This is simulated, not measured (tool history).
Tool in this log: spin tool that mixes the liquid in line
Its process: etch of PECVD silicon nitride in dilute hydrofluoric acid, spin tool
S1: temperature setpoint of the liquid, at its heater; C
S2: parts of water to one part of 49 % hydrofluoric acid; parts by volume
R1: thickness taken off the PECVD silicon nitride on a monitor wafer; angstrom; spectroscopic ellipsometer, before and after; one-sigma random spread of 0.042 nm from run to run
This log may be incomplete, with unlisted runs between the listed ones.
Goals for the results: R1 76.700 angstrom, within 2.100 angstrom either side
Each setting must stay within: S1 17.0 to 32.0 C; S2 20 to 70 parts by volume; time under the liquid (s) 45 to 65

{"run": 1, "hour": 0.0, "S1": 24.0, "S2": 40, "time under the liquid (s)": 65, "R1": 48.67}
{"run": 2, "hour": 3.8, "S1": 24.0, "S2": 40, "time under the liquid (s)": 45, "R1": 33.378}
{"run": 3, "hour": 8.5, "S1": 24.0, "S2": 40, "time under the liquid (s)": 65, "R1": 48.381}
{"run": 4, "hour": 14.0, "S1": 24.0, "S2": 40, "time under the liquid (s)": 45, "R1": 33.361}
{"run": 5, "hour": 20.4, "S1": 24.0, "S2": 40, "time under the liquid (s)": 65, "R1": 48.158}
{"run": 6, "hour": 28.7, "S1": 25.0, "S2": 40, "time under the liquid (s)": 65, "R1": 51.595}
{"run": 7, "hour": 36.0, "S1": 25.5, "S2": 40, "time under the liquid (s)": 65, "R1": 53.558}
{"run": 8, "hour": 39.4, "S1": 29.5, "S2": 40, "time under the liquid (s)": 65, "R1": 69.911}
{"run": 9, "hour": 42.2, "S1": 30.0, "S2": 40, "time under the liquid (s)": 65, "R1": 72.058}

4 next moves are on the table. One of them brings every result within its allowed miss. Which?
{"run": "A", "hour": 45.0, "S1": 29.5, "S2": 40, "time under the liquid (s)": 65, "R1": "?"}
{"run": "B", "hour": 45.0, "S1": 31.0, "S2": 40, "time under the liquid (s)": 55, "R1": "?"}
{"run": "C", "hour": 45.0, "S1": 27.5, "S2": 35, "time under the liquid (s)": 60, "R1": "?"}
{"run": "D", "hour": 45.0, "S1": 31.5, "S2": 35, "time under the liquid (s)": 55, "R1": "?"}

move=A R1=69.329
move=B R1=64.647
move=C R1=63.953
move=D R1=76.126
A: lands further from the targets than the last run did
B: lands further from the targets than the last run did
C: lands further from the targets than the last run did
D: all results in spec
Answer: D

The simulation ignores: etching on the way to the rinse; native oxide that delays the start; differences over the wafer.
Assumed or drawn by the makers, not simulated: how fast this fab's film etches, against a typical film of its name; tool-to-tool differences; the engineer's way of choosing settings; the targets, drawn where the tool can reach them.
